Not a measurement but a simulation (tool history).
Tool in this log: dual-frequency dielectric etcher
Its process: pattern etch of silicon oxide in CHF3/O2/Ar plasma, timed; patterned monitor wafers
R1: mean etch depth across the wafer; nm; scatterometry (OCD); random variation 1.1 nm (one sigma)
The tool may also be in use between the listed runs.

run 1 day=0.000 | source_power_(kW)=0.470 bias_power_(kW)=0.232 etch_time_(s)=334.5 | R1=676.86
run 2 day=0.175 | source_power_(kW)=0.470 bias_power_(kW)=0.217 etch_time_(s)=334.5 | R1=657.76
run 3 day=0.279 | source_power_(kW)=0.440 bias_power_(kW)=0.206 etch_time_(s)=331.5 | R1=624.41
run 4 day=0.512 | source_power_(kW)=0.440 bias_power_(kW)=0.206 etch_time_(s)=334.5 | R1=629.24
run 5 day=0.633 | source_power_(kW)=0.440 bias_power_(kW)=0.206 etch_time_(s)=334.5 | R1=628.56
run 6 day=0.879 | source_power_(kW)=0.410 bias_power_(kW)=0.199 etch_time_(s)=333.0 | R1=605.18
run 7 day=1.129 | source_power_(kW)=0.390 bias_power_(kW)=0.193 etch_time_(s)=331.5 | R1=584.35
run 8 day=1.162 | source_power_(kW)=0.370 bias_power_(kW)=0.190 etch_time_(s)=331.0 | R1=570.75

Run 9 has not been measured yet. What should we expect?
run 9 day=1.321 | source_power_(kW)=0.300 bias_power_(kW)=0.174 etch_time_(s)=328.0 | R1=?

R1: 513.29 nm
